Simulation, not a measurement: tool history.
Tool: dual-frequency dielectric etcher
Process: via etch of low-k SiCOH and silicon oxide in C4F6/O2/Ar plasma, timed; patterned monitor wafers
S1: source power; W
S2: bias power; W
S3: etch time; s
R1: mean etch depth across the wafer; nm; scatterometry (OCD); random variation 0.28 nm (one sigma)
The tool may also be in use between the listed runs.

run,hour,S1,S2,S3,R1
1,0,420,241,58.5,163.23
2,8.6,490,241,58.5,179.42
3,14.4,490,219,58.5,172.5
4,16.5,490,219,61.5,180.97
5,21.5,430,200,61,160.33
6,28.8,430,200,58.5,153.26
7,33.6,430,200,58.5,153.33
8,37.6,350,152,58.5,119.31

Forecast run 9:
9,46,360,153,58.5,?

R1: 121.9 nm
